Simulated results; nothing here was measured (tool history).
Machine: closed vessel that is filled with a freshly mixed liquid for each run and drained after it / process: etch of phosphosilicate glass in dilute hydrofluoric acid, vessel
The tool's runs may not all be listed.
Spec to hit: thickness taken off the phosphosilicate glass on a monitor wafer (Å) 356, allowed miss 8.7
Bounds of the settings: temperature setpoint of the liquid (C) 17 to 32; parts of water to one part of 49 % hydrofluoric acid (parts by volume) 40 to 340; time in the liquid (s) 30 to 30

run	hour	temperature setpoint of the liquid (C)	parts of water to one part of 49 % hydrofluoric acid (parts by volume)	time in the liquid (s)	thickness taken off the phosphosilicate glass on a monitor wafer (Å)
1	0	24	190	30	145.74
2	6	24	190	30	144.74
3	13.6	25	180	30	164.69
4	21.2	26	170	30	177.71
5	29.6	26.5	160	30	196.74
6	34.3	27	155	30	208.97
7	42.1	27.5	150	30	222.33
8	49.4	28	145	30	234.3
9	54.3	28.5	140	30	246.01
10	55.7	29	135	30	264.79
11	64.3	29.5	130	30	280.33
12	69.8	30	130	30	287.95
13	77.5	32	105	30	392.28
14	84.6	30	105	30	365.6

4 next moves are on the table. One of them brings every result within its allowed miss. Which?
A	91.7	28	95	30	?
B	91.7	29	105	30	?
C	91.7	30.5	105	30	?
D	91.7	25	85	30	?

move	thickness taken off the phosphosilicate glass on a monitor wafer (Å)
A	375.58
B	348.19
C	368.29
D	378.35
A: misses by more than the last run did
B: all results land within tolerance of their targets
C: misses by more than the last run did
D: misses by more than the last run did
Answer: B
